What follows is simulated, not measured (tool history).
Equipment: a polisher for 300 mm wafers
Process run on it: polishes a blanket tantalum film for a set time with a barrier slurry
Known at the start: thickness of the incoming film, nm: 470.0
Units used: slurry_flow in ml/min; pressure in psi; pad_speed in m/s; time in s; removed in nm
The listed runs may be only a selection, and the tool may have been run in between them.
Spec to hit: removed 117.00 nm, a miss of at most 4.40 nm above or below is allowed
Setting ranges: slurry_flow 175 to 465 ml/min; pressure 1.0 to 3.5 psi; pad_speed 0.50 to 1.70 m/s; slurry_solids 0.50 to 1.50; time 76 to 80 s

run,hour,slurry_flow,pressure,pad_speed,slurry_solids,time,removed
1,0.0,295,2.2,1.10,1.00,76,177.67
2,7.6,295,2.2,0.92,1.00,76,161.90
3,12.0,345,2.2,0.92,1.00,76,163.29
4,17.9,345,2.6,0.92,1.00,76,185.83
5,22.8,345,2.9,0.92,1.00,76,209.50
6,27.5,345,2.9,0.92,1.20,76,224.29
7,33.8,345,2.4,0.90,1.20,76,183.38
8,41.5,345,2.0,0.88,1.20,76,154.69
9,45.3,345,1.8,0.88,1.20,76,138.33
10,53.1,345,1.7,0.88,1.20,76,132.62
11,61.1,345,1.4,0.88,1.20,76,110.31

5 candidate next runs follow, results not yet known. Just one meets every target within its allowed miss. Identify it.
A,69.1,255,1.8,0.72,1.00,78,?
B,69.1,315,1.6,0.90,0.75,80,?
C,69.1,390,1.6,0.76,0.95,76,?
D,69.1,340,1.3,0.90,1.30,76,?
E,69.1,400,1.5,0.70,1.15,80,?

move,removed
A,117.80
B,108.88
C,107.46
D,109.06
E,109.65
A: every result within its allowed miss
B: misses by more than the last run did
C: misses by more than the last run did
D: misses by more than the last run did
E: misses by more than the last run did
So the answer is move A, the one that meets all the targets.

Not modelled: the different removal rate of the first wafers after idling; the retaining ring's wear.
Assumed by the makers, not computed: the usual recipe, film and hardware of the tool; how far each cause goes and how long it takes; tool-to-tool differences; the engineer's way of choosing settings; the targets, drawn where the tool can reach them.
